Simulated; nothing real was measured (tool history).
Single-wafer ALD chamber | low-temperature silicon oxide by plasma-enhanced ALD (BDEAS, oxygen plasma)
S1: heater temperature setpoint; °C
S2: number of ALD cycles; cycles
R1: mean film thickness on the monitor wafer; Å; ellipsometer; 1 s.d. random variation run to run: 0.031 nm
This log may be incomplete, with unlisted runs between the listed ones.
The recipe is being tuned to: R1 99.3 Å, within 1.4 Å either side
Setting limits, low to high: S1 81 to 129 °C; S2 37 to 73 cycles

Run 1, hour 0: S1 105 °C, S2 55 cycles. Result: R1 84.658 Å.
Run 2, hour 1.5: S1 103 °C, S2 57 cycles. Result: R1 87.335 Å.
Run 3, hour 5.5: S1 102 °C, S2 59 cycles. Result: R1 90.437 Å.
Run 4, hour 13: S1 92 °C, S2 59 cycles. Result: R1 93.73 Å.
Run 5, hour 15.6: S1 90 °C, S2 59 cycles. Result: R1 93.83 Å.
Run 6, hour 24.6: S1 89 °C, S2 60 cycles. Result: R1 96.14 Å.
Run 7, hour 33.5: S1 88 °C, S2 60 cycles. Result: R1 96.248 Å.
Run 8, hour 35.4: S1 87 °C, S2 60 cycles. Result: R1 96.219 Å.
Run 9, hour 42.9: S1 86 °C, S2 60 cycles. Result: R1 96.712 Å.
Run 10, hour 44.6: S1 85 °C, S2 60 cycles. Result: R1 96.75 Å.

Below are 5 possible settings for the next run. Only one of them brings all results inside the allowed miss of their targets. Which is it?
Run A, hour 46.3: S1 84 °C, S2 60 cycles. Result: R1 ?.
Run B, hour 46.3: S1 100 °C, S2 66 cycles. Result: R1 ?.
Run C, hour 46.3: S1 84 °C, S2 61 cycles. Result: R1 ?.
Run D, hour 46.3: S1 87 °C, S2 63 cycles. Result: R1 ?.
Run E, hour 46.3: S1 86 °C, S2 64 cycles. Result: R1 ?.

move      R1
   A  97.196
   B  101.84
   C  98.815
   D  101.13
   E  103.05
A: gains on the last run, yet a result remains outside its allowed miss
B: the result that was furthest off in the last run now lies on the other side of its target
C: all results in spec
D: the result that was furthest off in the last run now lies on the other side of its target
E: the result that was furthest off in the last run now lies on the other side of its target
Answer: C
